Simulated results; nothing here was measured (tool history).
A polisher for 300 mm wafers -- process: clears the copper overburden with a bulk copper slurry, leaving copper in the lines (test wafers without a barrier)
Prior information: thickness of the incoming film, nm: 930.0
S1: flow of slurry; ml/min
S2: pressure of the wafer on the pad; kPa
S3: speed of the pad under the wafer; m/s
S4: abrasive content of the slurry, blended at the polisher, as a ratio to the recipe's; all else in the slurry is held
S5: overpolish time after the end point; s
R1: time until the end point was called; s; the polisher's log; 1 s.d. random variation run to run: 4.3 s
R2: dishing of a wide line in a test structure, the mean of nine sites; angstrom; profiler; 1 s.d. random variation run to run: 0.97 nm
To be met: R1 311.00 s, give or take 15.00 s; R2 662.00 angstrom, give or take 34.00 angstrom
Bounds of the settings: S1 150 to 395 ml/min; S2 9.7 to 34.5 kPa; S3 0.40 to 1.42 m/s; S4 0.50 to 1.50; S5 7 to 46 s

run    day   S1    S2    S3    S4  S5      R1      R2
  1  0.000  250  22.1  0.90  1.00  24  119.65  885.06
  2  0.212  250  20.7  0.86  1.00  26  130.99  846.59
  3  0.567  250  20.7  0.86  1.05  26  132.44  872.09
  4  0.696  250  17.9  0.86  1.05  26  146.38  813.10
  5  0.917  250  17.9  0.86  0.85  26  153.87  774.17
  6  1.071  250  17.2  0.82  0.85  28  167.22  781.11
  7  1.312  250  16.5  0.78  0.85  29  184.91  735.77
  8  1.446  240  10.3  0.64  0.80  40  328.72  612.39

Which single option among these 5 for the next run brings every result within its allowed miss of target? Just one does.
  A  1.579  305  10.3  0.66  0.95  37   ?   ?
  B  1.579  230   9.7  0.70  0.85  31   ?   ?
  C  1.579  215  11.0  0.64  0.85  44   ?   ?
  D  1.579  195   9.7  0.64  0.90  46   ?   ?
  E  1.579  290  13.8  0.44  0.95  44   ?   ?

move      R1      R2
   A  303.49  595.14
   B  319.18  519.86
   C  316.17  642.36
   D  352.21  607.98
   E  355.51  629.60
A: lands further from the targets than the last run did
B: lands further from the targets than the last run did
C: meets every target
D: lands further from the targets than the last run did
E: gets the furthest-off result to its target, but another result is out of tolerance
The move that meets every target is C.

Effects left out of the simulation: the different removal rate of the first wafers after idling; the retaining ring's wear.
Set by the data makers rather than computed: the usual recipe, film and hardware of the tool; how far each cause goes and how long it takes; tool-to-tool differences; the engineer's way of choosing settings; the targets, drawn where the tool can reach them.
